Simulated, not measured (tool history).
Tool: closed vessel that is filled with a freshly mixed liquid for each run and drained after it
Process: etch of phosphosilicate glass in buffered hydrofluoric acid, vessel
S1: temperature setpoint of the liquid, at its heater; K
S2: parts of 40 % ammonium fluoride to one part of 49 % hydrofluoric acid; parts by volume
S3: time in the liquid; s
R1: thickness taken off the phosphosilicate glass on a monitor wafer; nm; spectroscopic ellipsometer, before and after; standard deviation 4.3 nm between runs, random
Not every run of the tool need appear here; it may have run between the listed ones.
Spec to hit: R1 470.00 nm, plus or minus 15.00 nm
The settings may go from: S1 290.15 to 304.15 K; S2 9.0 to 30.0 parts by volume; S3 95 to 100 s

run,hour,S1,S2,S3,R1
1,0.0,296.15,24.0,95,280.46
2,0.6,299.15,24.0,95,338.94
3,8.8,300.15,24.0,95,350.42
4,15.2,300.65,23.5,95,365.56
5,21.3,301.15,23.0,95,386.26
# hour 29.0: hydrofluoric acid flow meter replaced
6,29.0,301.65,23.0,95,371.21
7,36.9,302.15,22.0,95,390.29
8,43.2,302.65,21.0,95,414.54
9,44.6,302.65,20.5,95,421.67
10,52.1,302.65,20.0,95,422.46
11,58.8,302.65,19.5,95,435.97
12,59.4,302.65,19.5,95,436.73

Of the 5 settings listed for the next run, only one would bring every result within its allowed miss of target. Which one?
A,60.0,304.15,23.0,95,?
B,60.0,303.65,19.5,95,?
C,60.0,299.65,14.5,95,?
D,60.0,301.65,21.0,95,?
E,60.0,302.65,20.0,95,?

move,R1
A,418.87
B,460.15
C,497.69
D,390.50
E,425.77
A: its largest miss is bigger than the last run's
B: in spec on every target
C: pushes the last run's worst result past its target
D: its largest miss is bigger than the last run's
E: its largest miss is bigger than the last run's
Correct choice: B, which meets every target
